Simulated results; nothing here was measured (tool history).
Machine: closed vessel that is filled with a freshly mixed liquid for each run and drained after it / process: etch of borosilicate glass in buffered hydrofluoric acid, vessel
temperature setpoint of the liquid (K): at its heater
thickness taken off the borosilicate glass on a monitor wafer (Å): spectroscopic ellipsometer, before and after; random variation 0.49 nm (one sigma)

| run | hour | temperature setpoint of the liquid (K) | parts of 40 % ammonium fluoride to one part of 49 % hydrofluoric acid (parts by volume) | time in the liquid (s) | thickness taken off the borosilicate glass on a monitor wafer (Å) |
|---|---|---|---|---|---|
| 1 | 0.0 | 293.15 | 9.0 | 100 | 1031.00 |
| 2 | 6.9 | 292.65 | 9.0 | 100 | 1004.60 |
| 3 | 12.0 | 294.65 | 9.0 | 100 | 1113.20 |
| 4 | 15.0 | 293.65 | 9.0 | 100 | 1067.10 |
| 5 | 17.1 | 292.65 | 9.0 | 100 | 1011.80 |
| 6 | 26.2 | 292.15 | 9.0 | 100 | 971.49 |

Run 7 is up next; what results do you expect?
| 7 | 27.5 | 291.65 | 9.0 | 100 | ? |

thickness taken off the borosilicate glass on a monitor wafer (Å): 952.58
